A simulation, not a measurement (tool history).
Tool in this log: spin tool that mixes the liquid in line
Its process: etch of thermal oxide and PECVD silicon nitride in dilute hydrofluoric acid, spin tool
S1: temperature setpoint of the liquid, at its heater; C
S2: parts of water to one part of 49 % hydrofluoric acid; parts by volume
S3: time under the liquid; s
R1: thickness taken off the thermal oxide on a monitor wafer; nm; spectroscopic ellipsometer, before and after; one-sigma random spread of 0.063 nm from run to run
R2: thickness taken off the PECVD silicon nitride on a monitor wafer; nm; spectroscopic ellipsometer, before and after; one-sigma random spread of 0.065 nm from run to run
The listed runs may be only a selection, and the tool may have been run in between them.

run,hour,S1,S2,S3,R1,R2
1,0,24,55,75,6.8928,3.1192
2,1.8,22.5,55,75,6.4316,2.8405
3,5.8,22.5,45,75,7.939,3.4292
4,7.9,22.5,45,100,10.664,4.6368
5,15,24.5,45,100,11.503,5.233
6,21.8,24.5,30,100,17.635,7.7896
7,29.6,25,35,100,15.445,6.8953
8,31.7,29,50,100,12.346,6.4515
9,39,29,45,100,13.759,7.0368

Run 10 comes next. What will it give?
10,46.8,29,45,100,?,?

Run 10 measured R1 13.868 nm, R2 7.1023 nm.
